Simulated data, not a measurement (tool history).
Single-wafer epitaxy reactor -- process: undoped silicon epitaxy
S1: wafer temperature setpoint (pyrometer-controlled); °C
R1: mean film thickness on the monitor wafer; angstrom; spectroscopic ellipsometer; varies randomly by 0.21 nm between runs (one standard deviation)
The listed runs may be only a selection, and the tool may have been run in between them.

run 1 hour=0 | S1=670 deposition_time_(s)=217 | R1=487.03
run 2 hour=1.3 | S1=665 deposition_time_(s)=217 | R1=427.01
run 3 hour=2.9 | S1=670 deposition_time_(s)=217 | R1=486.79
run 4 hour=9.3 | S1=663 deposition_time_(s)=217 | R1=408.02
run 5 hour=14.4 | S1=668 deposition_time_(s)=218 | R1=466.89
run 6 hour=22.7 | S1=658 deposition_time_(s)=218 | R1=362.81
run 7 hour=23.7 | S1=664 deposition_time_(s)=219 | R1=420.53
run 8 hour=27.7 | S1=669 deposition_time_(s)=220 | R1=479.19
run 9 hour=35.2 | S1=672 deposition_time_(s)=220 | R1=514.58
run 10 hour=41.3 | S1=675 deposition_time_(s)=220 | R1=555.97
run 11 hour=47.6 | S1=677 deposition_time_(s)=220 | R1=581.39
run 12 hour=48.2 | S1=677 deposition_time_(s)=220 | R1=582.4
run 13 hour=49.5 | S1=678 deposition_time_(s)=220 | R1=594.81

Run 14 comes next. What will it give?
run 14 hour=51.3 | S1=678 deposition_time_(s)=220 | R1=?

R1: 593.16 angstrom

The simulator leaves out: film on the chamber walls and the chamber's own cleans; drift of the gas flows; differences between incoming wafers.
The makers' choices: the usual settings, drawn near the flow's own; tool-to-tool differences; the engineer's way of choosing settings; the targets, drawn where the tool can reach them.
